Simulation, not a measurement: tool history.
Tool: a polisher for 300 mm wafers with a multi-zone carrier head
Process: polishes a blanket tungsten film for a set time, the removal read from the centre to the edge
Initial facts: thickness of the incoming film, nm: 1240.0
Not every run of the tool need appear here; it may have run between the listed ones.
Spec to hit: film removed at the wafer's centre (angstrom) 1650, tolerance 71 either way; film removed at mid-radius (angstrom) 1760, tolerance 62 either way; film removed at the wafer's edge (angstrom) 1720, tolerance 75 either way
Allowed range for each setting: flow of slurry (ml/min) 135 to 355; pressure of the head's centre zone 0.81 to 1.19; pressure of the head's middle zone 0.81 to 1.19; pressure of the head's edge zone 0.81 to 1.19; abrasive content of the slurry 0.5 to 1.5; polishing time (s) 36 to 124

run,hour,flow of slurry (ml/min),pressure of the head's centre zone,pressure of the head's middle zone,pressure of the head's edge zone,abrasive content of the slurry,polishing time (s),film removed at the wafer's centre (angstrom),film removed at mid-radius (angstrom),film removed at the wafer's edge (angstrom)
1,0,225,1,1,1,1,79,2614.1,2574.3,2562
2,1.8,220,0.97,0.99,0.96,0.85,73,2238.8,2287,2308
3,7.2,220,0.97,1,0.94,0.75,67,2040.7,2040.9,2064.5
4,12.3,250,0.97,1,0.94,0.75,67,2105.7,2126.5,2140.9
5,20.7,250,0.97,1.05,0.94,0.75,67,2081.1,2159.2,2080.2
6,26.9,230,0.96,1.05,0.92,0.65,65,1912.7,2050.4,1944.5
7,34.9,215,0.95,1.03,0.91,0.6,64,1847.4,1946.7,1878.4
8,38.9,200,0.94,1.02,0.9,0.55,63,1764.5,1875.2,1817
9,43.5,190,0.93,1.01,0.89,0.55,63,1750.6,1877.9,1832.9
10,49.7,185,0.93,1.01,0.89,0.55,62,1673,1841,1808.9

Next run, 4 choices. One meets every target within its allowed miss, the rest don't. Which?
A,55.9,190,0.94,0.96,0.93,0.55,58,?,?,?
B,55.9,135,0.82,0.88,1.06,0.55,65,?,?,?
C,55.9,140,0.93,1,0.88,0.6,62,?,?,?
D,55.9,140,0.87,0.99,0.85,0.65,66,?,?,?

move,film removed at the wafer's centre (angstrom),film removed at mid-radius (angstrom),film removed at the wafer's edge (angstrom)
A,1602.1,1625.8,1652
B,1492.6,1626.6,1899.4
C,1644.8,1753.5,1699.5
D,1654.6,1871.5,1804.4
A: takes the biggest miss from the last run beyond its target
B: takes the biggest miss from the last run beyond its target
C: in spec on every target
D: further off than the last run
The move that meets every target is C.

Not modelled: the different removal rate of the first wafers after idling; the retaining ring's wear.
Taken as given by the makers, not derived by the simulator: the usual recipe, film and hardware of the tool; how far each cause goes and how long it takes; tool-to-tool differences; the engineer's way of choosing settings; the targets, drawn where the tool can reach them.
